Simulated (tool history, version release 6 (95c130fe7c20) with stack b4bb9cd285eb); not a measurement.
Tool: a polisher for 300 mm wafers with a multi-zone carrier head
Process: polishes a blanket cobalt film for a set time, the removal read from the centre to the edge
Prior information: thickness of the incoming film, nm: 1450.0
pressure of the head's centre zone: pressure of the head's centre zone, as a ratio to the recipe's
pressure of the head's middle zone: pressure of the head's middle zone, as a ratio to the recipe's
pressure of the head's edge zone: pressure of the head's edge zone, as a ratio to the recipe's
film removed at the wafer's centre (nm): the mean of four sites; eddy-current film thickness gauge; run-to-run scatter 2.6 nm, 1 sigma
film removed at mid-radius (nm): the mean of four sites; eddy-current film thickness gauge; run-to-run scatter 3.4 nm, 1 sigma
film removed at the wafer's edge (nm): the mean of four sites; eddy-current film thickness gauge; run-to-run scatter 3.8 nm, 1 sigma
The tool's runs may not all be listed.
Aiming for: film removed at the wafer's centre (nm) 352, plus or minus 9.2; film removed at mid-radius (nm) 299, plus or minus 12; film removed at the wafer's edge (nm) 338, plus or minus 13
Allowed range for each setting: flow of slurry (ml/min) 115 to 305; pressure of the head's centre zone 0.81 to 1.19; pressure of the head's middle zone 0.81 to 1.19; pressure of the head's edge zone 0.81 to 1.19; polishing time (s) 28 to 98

run,hour,flow of slurry (ml/min),pressure of the head's centre zone,pressure of the head's middle zone,pressure of the head's edge zone,polishing time (s),film removed at the wafer's centre (nm),film removed at mid-radius (nm),film removed at the wafer's edge (nm)
1,0,195,1,1,1,63,250.65,250.93,256.82
2,8,205,1.03,0.99,1.04,65,266.58,255.19,263.53
3,9.5,205,1.08,0.99,1.04,65,281.62,260.14,265.26
4,12,200,1.08,0.97,1.06,68,294.76,263.29,274.52
5,17.7,200,1.05,0.97,1.06,68,283.94,266.25,282.61
6,23.3,205,1.07,0.96,1.08,70,298.06,277.83,294.15
7,31.7,250,1.16,0.86,1.18,76,362.39,279.34,346.38
8,39.3,250,1.16,0.86,1.18,76,362.77,273.44,337.28
9,44.9,250,1.15,0.88,1.18,76,360.35,284.02,337.86

Which single option among these 5 for the next run brings every result within its allowed miss of target? Just one does.
A,50.5,240,1.11,1.02,1.12,71,?,?,?
B,50.5,255,1.15,0.91,1.16,77,?,?,?
C,50.5,265,1.04,0.86,1.19,77,?,?,?
D,50.5,305,1.08,1,1.11,77,?,?,?
E,50.5,270,1.07,0.88,1.06,79,?,?,?

move,film removed at the wafer's centre (nm),film removed at mid-radius (nm),film removed at the wafer's edge (nm)
A,327.81,296.52,307.22
B,371.21,294.32,341.4
C,337.02,282.3,347.2
D,356.25,324.9,338.65
E,356.71,295.81,337.09
A: corrects the largest miss of the last run, while another result sits out of spec
B: corrects the largest miss of the last run, while another result sits out of spec
C: moves away from the targets compared with the last run
D: pushes the last run's worst result past its target
E: meets every target
The right move is E.
